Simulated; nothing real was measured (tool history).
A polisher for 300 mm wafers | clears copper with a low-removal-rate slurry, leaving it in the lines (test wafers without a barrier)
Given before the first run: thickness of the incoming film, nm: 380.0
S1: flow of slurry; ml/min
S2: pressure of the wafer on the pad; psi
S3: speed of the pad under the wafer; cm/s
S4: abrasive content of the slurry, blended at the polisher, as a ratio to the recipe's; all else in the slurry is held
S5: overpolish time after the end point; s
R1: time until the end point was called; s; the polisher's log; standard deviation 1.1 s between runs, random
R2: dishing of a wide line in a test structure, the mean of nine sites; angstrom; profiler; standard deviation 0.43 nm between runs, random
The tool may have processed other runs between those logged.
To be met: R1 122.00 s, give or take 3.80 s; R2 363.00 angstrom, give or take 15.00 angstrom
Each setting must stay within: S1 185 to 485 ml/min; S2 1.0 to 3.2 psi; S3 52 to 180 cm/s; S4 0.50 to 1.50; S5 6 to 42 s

| run | hour | S1 | S2 | S3 | S4 | S5 | R1 | R2 |
|---|---|---|---|---|---|---|---|---|
| 1 | 0.0 | 310 | 2.1 | 116 | 1.00 | 21 | 139.91 | 326.13 |
| 2 | 5.8 | 310 | 2.2 | 116 | 1.00 | 21 | 134.87 | 335.95 |
| 3 | 10.0 | 310 | 2.2 | 116 | 1.00 | 15 | 136.01 | 247.08 |
| 4 | 18.8 | 310 | 2.2 | 126 | 1.00 | 15 | 124.30 | 269.38 |
| 5 | 19.5 | 310 | 2.2 | 126 | 1.00 | 16 | 124.44 | 283.26 |
| 6 | 24.3 | 310 | 2.2 | 126 | 1.00 | 17 | 124.15 | 302.40 |
| 7 | 29.4 | 310 | 2.2 | 126 | 1.00 | 18 | 123.00 | 314.36 |
| 8 | 30.2 | 310 | 2.2 | 126 | 1.00 | 19 | 123.23 | 329.65 |
| 9 | 35.8 | 310 | 2.2 | 126 | 1.00 | 20 | 124.38 | 341.25 |

Which of these 4 next moves meets every target?
| A | 41.4 | 285 | 2.4 | 118 | 1.10 | 18 | ? | ? |
| B | 41.4 | 300 | 2.5 | 122 | 0.95 | 22 | ? | ? |
| C | 41.4 | 355 | 2.1 | 118 | 1.10 | 23 | ? | ? |
| D | 41.4 | 325 | 2.0 | 154 | 0.65 | 21 | ? | ? |

| move | R1 | R2 |
|---|---|---|
| A | 121.82 | 325.39 |
| B | 116.46 | 400.64 |
| C | 134.56 | 364.34 |
| D | 121.04 | 367.46 |
A: further off than the last run
B: moves the result that the last run missed by most past its target, out the other side
C: brings the result that was furthest off to its target, and leaves another outside
D: every result within its allowed miss
Answer: D
